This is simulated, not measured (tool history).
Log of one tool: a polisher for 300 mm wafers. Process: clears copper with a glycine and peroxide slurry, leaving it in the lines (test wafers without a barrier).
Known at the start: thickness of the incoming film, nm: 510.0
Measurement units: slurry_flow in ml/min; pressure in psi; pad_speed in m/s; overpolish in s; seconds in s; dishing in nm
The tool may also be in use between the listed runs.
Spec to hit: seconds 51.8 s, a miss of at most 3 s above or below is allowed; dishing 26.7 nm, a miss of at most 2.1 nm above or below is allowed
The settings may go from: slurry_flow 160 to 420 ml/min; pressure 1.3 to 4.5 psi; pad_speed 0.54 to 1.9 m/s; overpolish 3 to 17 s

Run 1, hour 0: slurry_flow 270 ml/min, pressure 2.9 psi, pad_speed 1.22 m/s, overpolish 9 s. Result: seconds 94.747 s, dishing 31.676 nm.
Run 2, hour 3.7: slurry_flow 270 ml/min, pressure 3 psi, pad_speed 1.24 m/s, overpolish 8 s. Result: seconds 89.222 s, dishing 28.731 nm.
Run 3, hour 12: slurry_flow 270 ml/min, pressure 3.1 psi, pad_speed 1.26 m/s, overpolish 8 s. Result: seconds 87.303 s, dishing 30.466 nm.
Run 4, hour 15: slurry_flow 270 ml/min, pressure 3.1 psi, pad_speed 1.08 m/s, overpolish 8 s. Result: seconds 101.93 s, dishing 28.462 nm.
At hour 19.6: head pressure recalibrated.
Run 5, hour 19.6: slurry_flow 270 ml/min, pressure 3.2 psi, pad_speed 1.12 m/s, overpolish 8 s. Result: seconds 83.318 s, dishing 31.331 nm.
Run 6, hour 24.6: slurry_flow 220 ml/min, pressure 3.2 psi, pad_speed 1.12 m/s, overpolish 8 s. Result: seconds 88.533 s, dishing 31.066 nm.
Run 7, hour 31.7: slurry_flow 225 ml/min, pressure 3.3 psi, pad_speed 1.14 m/s, overpolish 7 s. Result: seconds 83.84 s, dishing 28.809 nm.
Run 8, hour 39.8: slurry_flow 225 ml/min, pressure 3.4 psi, pad_speed 1.16 m/s, overpolish 7 s. Result: seconds 77.058 s, dishing 29.417 nm.
Run 9, hour 45.2: slurry_flow 225 ml/min, pressure 3.5 psi, pad_speed 1.16 m/s, overpolish 7 s. Result: seconds 76.685 s, dishing 31.151 nm.
Run 10, hour 53.6: slurry_flow 225 ml/min, pressure 3.5 psi, pad_speed 1.2 m/s, overpolish 7 s. Result: seconds 74.767 s, dishing 31.281 nm.
Run 11, hour 62.5: slurry_flow 195 ml/min, pressure 4.1 psi, pad_speed 1.54 m/s, overpolish 3 s. Result: seconds 53 s, dishing 20.883 nm.

Next run, 5 choices. One meets every target within its allowed miss, the rest don't. Which?
Run A, hour 71.4: slurry_flow 230 ml/min, pressure 3.9 psi, pad_speed 1.5 m/s, overpolish 3 s. Result: seconds ?, dishing ?.
Run B, hour 71.4: slurry_flow 170 ml/min, pressure 3.7 psi, pad_speed 1.64 m/s, overpolish 3 s. Result: seconds ?, dishing ?.
Run C, hour 71.4: slurry_flow 230 ml/min, pressure 3.8 psi, pad_speed 1.7 m/s, overpolish 4 s. Result: seconds ?, dishing ?.
Run D, hour 71.4: slurry_flow 180 ml/min, pressure 3.8 psi, pad_speed 1.7 m/s, overpolish 3 s. Result: seconds ?, dishing ?.
Run E, hour 71.4: slurry_flow 205 ml/min, pressure 4 psi, pad_speed 1.68 m/s, overpolish 3 s. Result: seconds ?, dishing ?.

move  seconds  dishing
   A   55.248   20.085
   B    54.93   20.152
   C   50.469   27.568
   D   51.594   21.275
   E   49.167   22.195
A: moves away from the targets compared with the last run
B: moves away from the targets compared with the last run
C: each result inside its tolerance
D: better than the last run, though not everything is in spec
E: better than the last run, though not everything is in spec
Answer: C
